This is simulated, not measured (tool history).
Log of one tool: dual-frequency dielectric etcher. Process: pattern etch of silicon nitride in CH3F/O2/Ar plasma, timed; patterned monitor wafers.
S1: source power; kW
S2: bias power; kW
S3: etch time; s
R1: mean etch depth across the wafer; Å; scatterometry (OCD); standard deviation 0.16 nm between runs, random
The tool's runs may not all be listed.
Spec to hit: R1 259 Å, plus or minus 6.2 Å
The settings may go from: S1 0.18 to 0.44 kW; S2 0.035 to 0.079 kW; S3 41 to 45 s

run,day,S1,S2,S3,R1
1,0,0.31,0.057,45,288.12
2,0.175,0.31,0.057,45,284.47
3,0.392,0.35,0.057,45,305.48
4,0.675,0.35,0.057,41,275.49
5,0.979,0.35,0.065,41,284.56
6,1.279,0.35,0.065,41,282.09
7,1.45,0.33,0.064,41,276.5
8,1.621,0.32,0.064,41,271.46
9,1.929,0.31,0.064,41,267.87

Next run, 4 choices. One meets every target within its allowed miss, the rest don't. Which?
A,2.238,0.27,0.056,43,?
B,2.238,0.35,0.063,42,?
C,2.238,0.29,0.068,42.5,?
D,2.238,0.32,0.064,41,?

move,R1
A,257.22
B,287.68
C,273.48
D,271.36
A: every result within its allowed miss
B: moves away from the targets compared with the last run
C: moves away from the targets compared with the last run
D: moves away from the targets compared with the last run
So the answer is move A, the one that meets all the targets.
